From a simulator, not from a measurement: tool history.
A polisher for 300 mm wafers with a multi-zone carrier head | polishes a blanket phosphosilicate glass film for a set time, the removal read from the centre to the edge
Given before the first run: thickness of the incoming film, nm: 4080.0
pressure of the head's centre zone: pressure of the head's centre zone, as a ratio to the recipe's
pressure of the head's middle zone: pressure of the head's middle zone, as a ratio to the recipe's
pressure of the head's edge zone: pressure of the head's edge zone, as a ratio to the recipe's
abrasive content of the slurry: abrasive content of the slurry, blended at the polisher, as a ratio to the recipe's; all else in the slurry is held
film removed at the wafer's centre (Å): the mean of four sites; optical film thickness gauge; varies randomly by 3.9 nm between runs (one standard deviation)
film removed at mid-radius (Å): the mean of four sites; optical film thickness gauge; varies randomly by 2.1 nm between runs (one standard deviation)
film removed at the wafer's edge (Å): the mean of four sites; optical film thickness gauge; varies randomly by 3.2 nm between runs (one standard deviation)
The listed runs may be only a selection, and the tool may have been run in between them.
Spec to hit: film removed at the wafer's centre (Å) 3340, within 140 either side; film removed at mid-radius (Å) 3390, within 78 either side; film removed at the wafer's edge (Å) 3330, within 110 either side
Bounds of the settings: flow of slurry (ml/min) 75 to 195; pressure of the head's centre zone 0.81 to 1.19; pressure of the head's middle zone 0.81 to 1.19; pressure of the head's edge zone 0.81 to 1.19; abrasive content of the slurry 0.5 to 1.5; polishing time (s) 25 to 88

run  hour  flow of slurry (ml/min)  pressure of the head's centre zone  pressure of the head's middle zone  pressure of the head's edge zone  abrasive content of the slurry  polishing time (s)  film removed at the wafer's centre (Å)  film removed at mid-radius (Å)  film removed at the wafer's edge (Å)
  1     0                      125                                   1                                   1                                 1                               1                  56                                  4592.9                          4581.9                                4545.5
  2   4.2                      120                                0.99                                0.98                              0.96                             0.9                  56                                  4303.7                          4150.6                                4120.9
  3  10.6                      120                                0.99                                0.98                              0.96                               1                  56                                  4549.2                          4445.8                                4341.8
  4  17.6                      120                                0.99                                0.98                              0.99                               1                  56                                  4505.5                          4446.7                                4553.7
  5  20.7                      120                                0.99                                0.98                              0.99                               1                  46                                  3711.4                          3637.2                                3680.9
  6  25.3                      120                                0.99                                0.98                              1.07                               1                  46                                  3660.6                          3651.7                                3826.3
  7  31.3                      110                                0.99                                0.99                              1.04                               1                  46                                  3582.7                            3600                                3673.5
  8  34.2                      105                                0.99                                0.99                              1.03                               1                  46                                  3565.4                            3575                                3706.7
  9  40.1                      100                                0.98                                0.99                                 1                               1                  46                                  3552.9                          3473.2                                3562.2
 10    46                       95                                0.97                                   1                              0.99                               1                  46                                  3414.4                          3504.7                                3509.2
 11  47.4                       90                                0.97                                   1                              0.98                               1                  46                                  3350.5                          3428.3                                  3464

5 next moves are on the table. One of them brings every result within its allowed miss. Which?
  A  48.8                      100                                1.04                                0.99                              0.88                             0.9                  49                                       ?                               ?                                     ?
  B  48.8                       75                                1.01                                0.98                              0.98                             1.3                  43                                       ?                               ?                                     ?
  C  48.8                       75                                0.94                                0.96                              0.97                            1.05                  49                                       ?                               ?                                     ?
  D  48.8                       95                                0.97                                0.98                              0.91                            0.85                  51                                       ?                               ?                                     ?
  E  48.8                       75                                0.96                                   1                              1.02                            1.05                  48                                       ?                               ?                                     ?

move  film removed at the wafer's centre (Å)  film removed at mid-radius (Å)  film removed at the wafer's edge (Å)
   A                                  3598.5                          3517.8                                3319.1
   B                                  3376.3                          3413.1                                3529.5
   C                                  3239.8                          3428.7                                3587.8
   D                                  3329.1                          3438.3                                3337.7
   E                                  3232.7                            3472                                3598.9
A: brings the last run's worst result on target, with another outside its allowed miss
B: its largest miss is bigger than the last run's
C: its largest miss is bigger than the last run's
D: all results in spec
E: its largest miss is bigger than the last run's
The move that meets every target is D.

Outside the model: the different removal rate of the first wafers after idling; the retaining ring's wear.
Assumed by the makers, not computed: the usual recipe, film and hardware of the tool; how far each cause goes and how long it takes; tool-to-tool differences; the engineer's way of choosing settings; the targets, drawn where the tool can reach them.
